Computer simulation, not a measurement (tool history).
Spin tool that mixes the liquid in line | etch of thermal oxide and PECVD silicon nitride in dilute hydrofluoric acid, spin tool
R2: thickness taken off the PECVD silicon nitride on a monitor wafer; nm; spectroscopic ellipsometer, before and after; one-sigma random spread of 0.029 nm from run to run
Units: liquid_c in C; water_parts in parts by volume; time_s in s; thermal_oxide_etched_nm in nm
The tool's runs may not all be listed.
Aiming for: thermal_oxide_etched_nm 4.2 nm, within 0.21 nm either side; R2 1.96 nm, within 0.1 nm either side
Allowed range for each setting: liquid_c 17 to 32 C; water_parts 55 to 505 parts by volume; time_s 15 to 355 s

run 1 hour=0 | liquid_c=24 water_parts=280 time_s=180 | thermal_oxide_etched_nm=2.4245 R2=1.1332
run 2 hour=2.3 | liquid_c=24 water_parts=190 time_s=180 | thermal_oxide_etched_nm=3.8755 R2=1.684
run 3 hour=8.5 | liquid_c=25 water_parts=190 time_s=180 | thermal_oxide_etched_nm=4.0261 R2=1.7502
run 4 hour=9.5 | liquid_c=26 water_parts=195 time_s=180 | thermal_oxide_etched_nm=4.1277 R2=1.8495
run 5 hour=11.8 | liquid_c=26.5 water_parts=200 time_s=180 | thermal_oxide_etched_nm=4.1083 R2=1.8357
run 6 hour=16.6 | liquid_c=26.5 water_parts=135 time_s=180 | thermal_oxide_etched_nm=6.5515 R2=2.7909
run 7 hour=23.4 | liquid_c=26 water_parts=155 time_s=190 | thermal_oxide_etched_nm=5.5813 R2=2.4136
run 8 hour=29.3 | liquid_c=25.5 water_parts=175 time_s=200 | thermal_oxide_etched_nm=4.9623 R2=2.2386
run 9 hour=37.7 | liquid_c=25.5 water_parts=175 time_s=200 | thermal_oxide_etched_nm=4.8687 R2=2.2129
run 10 hour=44.6 | liquid_c=25.5 water_parts=175 time_s=200 | thermal_oxide_etched_nm=4.9798 R2=2.2584
run 11 hour=46 | liquid_c=24.5 water_parts=180 time_s=210 | thermal_oxide_etched_nm=4.9876 R2=2.1086
run 12 hour=53.3 | liquid_c=25 water_parts=195 time_s=215 | thermal_oxide_etched_nm=4.5552 R2=2.0159
-- hour=57.8 thermometer replaced
run 13 hour=57.8 | liquid_c=26 water_parts=220 time_s=220 | thermal_oxide_etched_nm=4.4711 R2=2.2479

Below are 5 possible settings for the next run. Only one of them brings all results inside the allowed miss of their targets. Which is it?
run A hour=62.3 | liquid_c=31 water_parts=295 time_s=270 | thermal_oxide_etched_nm=? R2=?
run B hour=62.3 | liquid_c=30 water_parts=225 time_s=180 | thermal_oxide_etched_nm=? R2=?
run C hour=62.3 | liquid_c=23 water_parts=210 time_s=240 | thermal_oxide_etched_nm=? R2=?
run D hour=62.3 | liquid_c=24.5 water_parts=220 time_s=215 | thermal_oxide_etched_nm=? R2=?
run E hour=62.3 | liquid_c=26.5 water_parts=220 time_s=230 | thermal_oxide_etched_nm=? R2=?

move=A thermal_oxide_etched_nm=4.5186 R2=2.7693
move=B thermal_oxide_etched_nm=4.1443 R2=2.3016
move=C thermal_oxide_etched_nm=4.695 R2=2.1402
move=D thermal_oxide_etched_nm=4.1976 R2=2.0127
move=E thermal_oxide_etched_nm=4.8244 R2=2.4368
A: its largest miss is bigger than the last run's
B: its largest miss is bigger than the last run's
C: closer than the last run, but not yet in spec
D: in spec on every target
E: its largest miss is bigger than the last run's
Answer: D
